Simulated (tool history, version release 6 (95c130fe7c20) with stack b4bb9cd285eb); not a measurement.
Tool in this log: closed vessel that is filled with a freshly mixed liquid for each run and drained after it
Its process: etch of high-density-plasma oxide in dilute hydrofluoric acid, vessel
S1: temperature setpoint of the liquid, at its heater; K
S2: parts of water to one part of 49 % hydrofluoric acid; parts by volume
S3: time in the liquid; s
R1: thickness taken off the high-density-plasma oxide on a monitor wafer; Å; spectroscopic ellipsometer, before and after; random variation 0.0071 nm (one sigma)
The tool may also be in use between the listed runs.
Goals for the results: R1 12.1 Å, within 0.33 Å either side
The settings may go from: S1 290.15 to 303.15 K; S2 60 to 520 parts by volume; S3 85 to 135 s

| run | hour | S1 | S2 | S3 | R1 |
|---|---|---|---|---|---|
| 1 | 0 | 295.15 | 290 | 135 | 19.565 |
| 2 | 8.1 | 297.65 | 290 | 135 | 21.121 |
| 3 | 14.2 | 296.65 | 300 | 135 | 19.744 |
| 4 | 20.3 | 296.15 | 310 | 135 | 18.613 |
| 5 | 28.9 | 296.15 | 265 | 135 | 22.372 |
|  | 35.3 | hydrofluoric acid flow meter replaced |
| 6 | 35.3 | 296.15 | 265 | 85 | 16.575 |
| 7 | 36.7 | 295.65 | 270 | 85 | 15.9 |
| 8 | 37.7 | 295.15 | 270 | 85 | 15.462 |
| 9 | 42.4 | 295.15 | 270 | 85 | 15.555 |
| 10 | 51 | 294.65 | 270 | 85 | 15.27 |
| 11 | 55.4 | 294.15 | 270 | 85 | 15.021 |

Next run, 4 choices. One meets every target within its allowed miss, the rest don't. Which?
| A | 59.8 | 296.15 | 365 | 130 | ? |
| B | 59.8 | 293.65 | 225 | 85 | ? |
| C | 59.8 | 295.65 | 360 | 130 | ? |
| D | 59.8 | 296.65 | 340 | 85 | ? |

| move | R1 |
|---|---|
| A | 16.621 |
| B | 18.366 |
| C | 16.641 |
| D | 12.141 |
A: further off than the last run
B: further off than the last run
C: further off than the last run
D: all results in spec
Correct choice: D, which meets every target
